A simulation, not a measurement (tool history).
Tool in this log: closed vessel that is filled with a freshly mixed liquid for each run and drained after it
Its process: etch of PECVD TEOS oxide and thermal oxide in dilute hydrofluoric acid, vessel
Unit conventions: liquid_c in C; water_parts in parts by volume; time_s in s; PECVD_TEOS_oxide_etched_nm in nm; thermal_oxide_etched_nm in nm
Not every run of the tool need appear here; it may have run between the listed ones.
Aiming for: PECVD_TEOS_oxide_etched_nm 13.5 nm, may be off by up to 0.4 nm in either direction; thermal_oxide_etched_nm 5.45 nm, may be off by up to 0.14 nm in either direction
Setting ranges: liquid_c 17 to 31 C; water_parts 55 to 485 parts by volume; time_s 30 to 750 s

run    day  liquid_c  water_parts  time_s  PECVD_TEOS_oxide_etched_nm  thermal_oxide_etched_nm
  1      0        23          270     380                      10.697                   4.2873
  2  0.333        23          205     380                      15.073                    5.955
  3  0.604        23          270     380                      10.731                   4.3311
  4   0.95        23          190     380                      16.374                   6.7226
  5  1.008        22          190     380                      15.933                   6.4786
  6  1.279        22          275     380                      10.162                   4.1264
  7  1.333        23          270     380                      10.605                   4.3802
  8   1.65        24          265     380                      11.371                   4.6611
  9  1.683      24.5          260     380                      11.947                   4.7812
 10  2.025      24.5          260     380                      11.706                   4.8142
 11  2.217        25          255     380                        12.3                     5.06

Of the 4 settings listed for the next run, only one would bring every result within its allowed miss of target. Which one?
  A  2.408        24          250     360                           ?                        ?
  B  2.408        25          285     475                           ?                        ?
  C  2.408      19.5          240     450                           ?                        ?
  D  2.408        27          325     460                           ?                        ?

move  PECVD_TEOS_oxide_etched_nm  thermal_oxide_etched_nm
   A                      11.629                   4.6285
   B                      13.494                    5.371
   C                      12.884                   5.1283
   D                      11.824                    4.706
A: its largest miss is bigger than the last run's
B: all results land within tolerance of their targets
C: better than the last run, though not everything is in spec
D: its largest miss is bigger than the last run's
Answer: B

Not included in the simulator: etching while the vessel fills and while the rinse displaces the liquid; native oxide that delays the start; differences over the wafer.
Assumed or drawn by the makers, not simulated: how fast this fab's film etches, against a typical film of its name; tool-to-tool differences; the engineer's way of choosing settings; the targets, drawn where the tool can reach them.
